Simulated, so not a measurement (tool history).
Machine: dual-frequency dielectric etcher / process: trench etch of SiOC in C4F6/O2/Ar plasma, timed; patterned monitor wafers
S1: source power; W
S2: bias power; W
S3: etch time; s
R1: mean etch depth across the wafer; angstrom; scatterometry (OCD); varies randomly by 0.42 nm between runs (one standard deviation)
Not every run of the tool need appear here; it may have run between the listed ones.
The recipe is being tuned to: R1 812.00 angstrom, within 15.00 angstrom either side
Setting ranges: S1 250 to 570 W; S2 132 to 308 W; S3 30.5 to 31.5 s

| run | day | S1 | S2 | S3 | R1 |
|---|---|---|---|---|---|
| 1 | 0.000 | 410 | 220 | 30.5 | 720.44 |
| 2 | 0.188 | 440 | 223 | 30.5 | 747.54 |
| 3 | 0.421 | 460 | 225 | 30.5 | 762.96 |
| 4 | 0.446 | 460 | 225 | 30.5 | 763.77 |
| 5 | 0.504 | 470 | 226 | 30.5 | 771.64 |
| 6 | 0.783 | 420 | 226 | 30.5 | 730.37 |
| 7 | 0.962 | 440 | 228 | 30.5 | 741.12 |
| 8 | 1.196 | 460 | 230 | 30.5 | 766.21 |
| 9 | 1.517 | 470 | 231 | 30.5 | 770.40 |
| 10 | 1.854 | 480 | 233 | 30.5 | 783.13 |
| 11 | 1.883 | 490 | 234 | 30.5 | 782.38 |

4 next moves are on the table. One of them brings every result within its allowed miss. Which?
| A | 1.912 | 450 | 238 | 31.0 | ? |
| B | 1.912 | 490 | 227 | 30.5 | ? |
| C | 1.912 | 510 | 230 | 31.0 | ? |
| D | 1.912 | 530 | 190 | 31.0 | ? |

| move | R1 |
|---|---|
| A | 770.63 |
| B | 772.63 |
| C | 801.27 |
| D | 766.94 |
A: further off than the last run
B: further off than the last run
C: every result within its allowed miss
D: further off than the last run
Answer: C
